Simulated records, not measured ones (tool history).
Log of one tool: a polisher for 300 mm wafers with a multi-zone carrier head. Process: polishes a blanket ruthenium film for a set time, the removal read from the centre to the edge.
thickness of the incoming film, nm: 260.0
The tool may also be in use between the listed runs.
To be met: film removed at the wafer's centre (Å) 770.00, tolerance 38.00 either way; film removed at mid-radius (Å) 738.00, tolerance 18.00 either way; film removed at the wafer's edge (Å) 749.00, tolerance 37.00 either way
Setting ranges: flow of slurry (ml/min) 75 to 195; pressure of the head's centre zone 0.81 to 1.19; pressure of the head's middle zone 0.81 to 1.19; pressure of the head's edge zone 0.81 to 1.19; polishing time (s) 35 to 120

run	hour	flow of slurry (ml/min)	pressure of the head's centre zone	pressure of the head's middle zone	pressure of the head's edge zone	polishing time (s)	film removed at the wafer's centre (Å)	film removed at mid-radius (Å)	film removed at the wafer's edge (Å)
1	0.0	125	1.00	1.00	1.00	77	565.09	530.53	540.20
2	8.4	125	1.00	1.00	0.96	77	555.52	533.33	555.50
3	12.8	135	1.02	1.01	0.93	82	632.15	582.83	589.57
4	19.3	140	1.00	1.01	0.93	87	669.22	624.04	609.79
5	25.7	120	1.01	1.03	0.95	92	676.53	644.20	636.86
6	31.5	125	0.99	1.01	0.96	96	680.13	671.00	679.28
7	33.7	135	0.99	1.00	0.97	97	726.02	684.33	716.03
8	39.2	140	0.98	1.01	0.97	97	706.36	696.43	703.70
9	42.6	145	0.98	1.01	0.98	97	718.29	695.68	698.24
10	49.5	150	0.98	1.01	0.98	98	733.32	711.15	726.07
11	53.7	155	0.98	1.01	0.98	98	739.99	717.17	737.24

Exercise: of the 5 proposed moves below, exactly one satisfies all targets within the stated allowed misses. Which move is it?
A	57.9	155	1.03	0.96	1.00	98	?	?	?
B	57.9	145	0.91	0.94	0.99	98	?	?	?
C	57.9	165	0.98	1.01	0.98	99	?	?	?
D	57.9	190	0.99	0.97	1.06	94	?	?	?
E	57.9	120	0.94	0.90	1.15	109	?	?	?

move	film removed at the wafer's centre (Å)	film removed at mid-radius (Å)	film removed at the wafer's edge (Å)
A	781.02	688.67	721.47
B	678.88	668.00	711.22
C	760.66	734.91	727.50
D	749.13	690.56	730.75
E	741.91	685.31	826.59
A: lands further from the targets than the last run did
B: lands further from the targets than the last run did
C: all results land within tolerance of their targets
D: lands further from the targets than the last run did
E: lands further from the targets than the last run did
Go with C: it meets all targets.
